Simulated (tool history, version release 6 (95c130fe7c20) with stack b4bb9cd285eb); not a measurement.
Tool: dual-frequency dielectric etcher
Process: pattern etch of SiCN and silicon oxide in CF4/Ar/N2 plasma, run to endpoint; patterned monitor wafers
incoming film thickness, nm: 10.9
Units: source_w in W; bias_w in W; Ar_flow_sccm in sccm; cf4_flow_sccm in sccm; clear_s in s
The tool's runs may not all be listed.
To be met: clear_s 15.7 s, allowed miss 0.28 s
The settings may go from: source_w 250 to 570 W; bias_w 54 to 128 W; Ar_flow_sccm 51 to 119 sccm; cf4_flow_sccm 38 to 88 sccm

run 1 hour=0 | source_w=410 bias_w=91 Ar_flow_sccm=85 cf4_flow_sccm=63 | clear_s=12.17
run 2 hour=4.7 | source_w=390 bias_w=91 Ar_flow_sccm=85 cf4_flow_sccm=63 | clear_s=12.595
run 3 hour=9.9 | source_w=390 bias_w=91 Ar_flow_sccm=85 cf4_flow_sccm=73 | clear_s=12.246
run 4 hour=12.4 | source_w=390 bias_w=75 Ar_flow_sccm=85 cf4_flow_sccm=73 | clear_s=13.74
run 5 hour=16.4 | source_w=390 bias_w=75 Ar_flow_sccm=85 cf4_flow_sccm=81 | clear_s=13.457
run 6 hour=23.7 | source_w=390 bias_w=68 Ar_flow_sccm=85 cf4_flow_sccm=81 | clear_s=14.326
run 7 hour=31 | source_w=380 bias_w=68 Ar_flow_sccm=85 cf4_flow_sccm=81 | clear_s=14.566
run 8 hour=32.3 | source_w=370 bias_w=68 Ar_flow_sccm=85 cf4_flow_sccm=81 | clear_s=14.823
run 9 hour=41.2 | source_w=350 bias_w=68 Ar_flow_sccm=85 cf4_flow_sccm=81 | clear_s=15.296
run 10 hour=48.4 | source_w=330 bias_w=68 Ar_flow_sccm=85 cf4_flow_sccm=81 | clear_s=16.011
run 11 hour=52.5 | source_w=330 bias_w=68 Ar_flow_sccm=85 cf4_flow_sccm=81 | clear_s=16.07

5 next moves are on the table. One of them brings every result within its allowed miss. Which?
run A hour=56.6 | source_w=330 bias_w=76 Ar_flow_sccm=84 cf4_flow_sccm=88 | clear_s=?
run B hour=56.6 | source_w=330 bias_w=74 Ar_flow_sccm=78 cf4_flow_sccm=81 | clear_s=?
run C hour=56.6 | source_w=290 bias_w=79 Ar_flow_sccm=69 cf4_flow_sccm=81 | clear_s=?
run D hour=56.6 | source_w=330 bias_w=74 Ar_flow_sccm=76 cf4_flow_sccm=79 | clear_s=?
run E hour=56.6 | source_w=320 bias_w=64 Ar_flow_sccm=83 cf4_flow_sccm=79 | clear_s=?

move=A clear_s=14.741
move=B clear_s=15.036
move=C clear_s=15.6
move=D clear_s=15.05
move=E clear_s=16.995
A: takes the result that was furthest off past its target
B: takes the result that was furthest off past its target
C: meets every target
D: takes the result that was furthest off past its target
E: further off than the last run
Move C is the one to make.
